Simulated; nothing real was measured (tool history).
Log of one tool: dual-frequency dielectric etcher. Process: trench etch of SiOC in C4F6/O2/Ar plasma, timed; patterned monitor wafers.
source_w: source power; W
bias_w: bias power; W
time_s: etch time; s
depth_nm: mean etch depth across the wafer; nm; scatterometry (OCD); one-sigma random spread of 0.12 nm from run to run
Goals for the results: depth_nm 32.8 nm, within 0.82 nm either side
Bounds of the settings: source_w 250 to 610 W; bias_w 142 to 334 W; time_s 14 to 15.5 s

run,hour,source_w,bias_w,time_s,depth_nm
1,0,430,238,15.5,39.454
2,6.3,430,238,15.5,39.353
3,14.3,400,230,15.5,37.465
4,18.1,380,227,15.5,36.034
5,26.7,310,227,15.5,30.967
6,35.5,310,227,14,28.01
7,38.7,330,228,14,29.216
8,40.9,420,238,14,34.963

4 next moves are on the table. One of them brings every result within its allowed miss. Which?
A,43.1,430,234,14,?
B,43.1,330,235,15.5,?
C,43.1,410,208,15,?
D,43.1,420,230,14,?

move,depth_nm
A,35.344
B,32.8
C,35.598
D,34.667
A: lands further from the targets than the last run did
B: meets every target
C: lands further from the targets than the last run did
D: closes in on the targets versus the last run, not all within tolerance yet
Answer: B
